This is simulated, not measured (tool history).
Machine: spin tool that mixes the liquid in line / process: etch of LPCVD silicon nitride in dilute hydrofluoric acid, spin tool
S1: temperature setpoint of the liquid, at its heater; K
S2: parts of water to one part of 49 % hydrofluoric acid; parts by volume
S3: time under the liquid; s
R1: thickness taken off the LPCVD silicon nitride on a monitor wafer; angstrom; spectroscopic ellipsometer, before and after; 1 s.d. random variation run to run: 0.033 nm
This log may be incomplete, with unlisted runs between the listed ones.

run,hour,S1,S2,S3,R1
1,0,294.15,70,310,16.257
2,6.7,293.65,75,310,15.702
3,13.5,293.15,80,310,13.965
4,19.1,293.15,65,310,16.832
5,25.5,293.15,50,310,20.971
6,30.3,293.15,75,310,13.965
7,31.4,293.15,75,310,14.319
8,40.1,292.65,75,310,14.337
9,45,292.15,80,310,11.631

What does the tool deliver on the next run?
10,52.3,291.65,80,310,?

R1: 11.945 angstrom

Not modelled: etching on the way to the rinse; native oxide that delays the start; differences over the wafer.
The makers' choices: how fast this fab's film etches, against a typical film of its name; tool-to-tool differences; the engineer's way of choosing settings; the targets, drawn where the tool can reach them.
